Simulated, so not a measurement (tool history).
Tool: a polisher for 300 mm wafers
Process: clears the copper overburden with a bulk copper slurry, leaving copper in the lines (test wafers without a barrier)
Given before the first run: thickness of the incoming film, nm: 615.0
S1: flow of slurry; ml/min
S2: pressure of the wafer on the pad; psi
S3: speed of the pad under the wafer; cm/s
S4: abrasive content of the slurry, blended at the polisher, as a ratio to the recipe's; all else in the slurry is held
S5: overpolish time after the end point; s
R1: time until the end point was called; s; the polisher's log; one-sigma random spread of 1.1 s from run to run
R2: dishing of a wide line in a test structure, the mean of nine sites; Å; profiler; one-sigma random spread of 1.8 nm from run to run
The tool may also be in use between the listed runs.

| run | hour | S1 | S2 | S3 | S4 | S5 | R1 | R2 |
|---|---|---|---|---|---|---|---|---|
| 1 | 0 | 185 | 2.4 | 114 | 1 | 18 | 78.037 | 856.02 |
| 2 | 9 | 180 | 2.1 | 114 | 1 | 20 | 88.808 | 839.93 |
| 3 | 14.3 | 175 | 1.9 | 114 | 1 | 21 | 97.132 | 772.64 |
| 4 | 15.1 | 175 | 1.9 | 138 | 1 | 21 | 86.482 | 835.02 |
| 5 | 16.7 | 175 | 1.9 | 126 | 1 | 21 | 90.464 | 818.63 |
| 6 | 23.9 | 175 | 1.9 | 114 | 1 | 21 | 97.452 | 767.35 |
| 7 | 25.6 | 150 | 1.3 | 112 | 1 | 28 | 147.32 | 656.77 |

The next listed run, before its measurement:
| 8 | 31.5 | 165 | 1.3 | 112 | 1 | 28 | ? | ? |

Run 8 measured R1 142.88 s, R2 667.31 Å.

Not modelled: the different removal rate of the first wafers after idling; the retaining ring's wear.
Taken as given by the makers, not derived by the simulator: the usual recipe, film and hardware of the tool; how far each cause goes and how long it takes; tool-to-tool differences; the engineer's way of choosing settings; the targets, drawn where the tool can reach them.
